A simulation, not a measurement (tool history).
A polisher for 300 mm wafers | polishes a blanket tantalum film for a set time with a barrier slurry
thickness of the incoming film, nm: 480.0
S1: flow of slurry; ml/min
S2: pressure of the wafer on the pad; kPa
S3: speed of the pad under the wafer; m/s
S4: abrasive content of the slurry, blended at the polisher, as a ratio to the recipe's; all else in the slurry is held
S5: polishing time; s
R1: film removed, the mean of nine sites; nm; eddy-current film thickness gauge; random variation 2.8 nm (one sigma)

run,day,S1,S2,S3,S4,S5,R1
1,0,285,11.7,0.96,1,110,155.28
2,0.171,285,13.1,0.96,1,110,172.06
3,0.254,240,13.1,0.96,1,110,169.23
4,0.55,300,13.1,0.96,1,110,173.51
5,0.883,300,14.5,0.96,1,110,189.18
6,1.121,300,14.5,0.96,1,115,200.32
7,1.379,300,15.2,0.96,1,115,204.42

Run 8 comes next. What will it give?
8,1.742,300,15.2,0.96,1,115,?

R1: 201.92 nm
